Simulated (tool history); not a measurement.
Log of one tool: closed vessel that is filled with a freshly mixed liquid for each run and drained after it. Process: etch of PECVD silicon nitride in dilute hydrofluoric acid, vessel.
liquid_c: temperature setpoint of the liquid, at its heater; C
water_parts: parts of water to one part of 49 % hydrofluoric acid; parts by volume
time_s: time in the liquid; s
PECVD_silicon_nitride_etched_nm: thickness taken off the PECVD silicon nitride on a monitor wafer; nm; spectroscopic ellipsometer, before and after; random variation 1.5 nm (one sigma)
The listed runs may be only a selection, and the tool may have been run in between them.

run    day  liquid_c  water_parts  time_s  PECVD_silicon_nitride_etched_nm
  1  0.000      23.0          270    2740                           43.715
  2  0.292      23.0          270    2740                           44.381
  3  0.396      24.0          245    2745                           51.708
  4  0.500      24.5          225    2745                           57.898
  5  0.908      24.5          265    2745                           49.385
  6  1.254      25.0          240    2750                           56.592
  7  1.562      25.5          220    2750                           63.855
  8  1.796      26.0          205    2750                           69.634
  9  1.858      26.0          205    2750                           70.129
 10  2.100      26.5          190    2750                           78.140
 11  2.208      26.5          190    2750                           77.112
 12  2.417      27.0          180    2750                           84.965
 13  2.667      27.5          170    2750                           92.048

Run 14 comes next. What will it give?
 14  2.908      31.0           65    2760                                ?

Run 14 gave PECVD_silicon_nitride_etched_nm 298.620 nm.
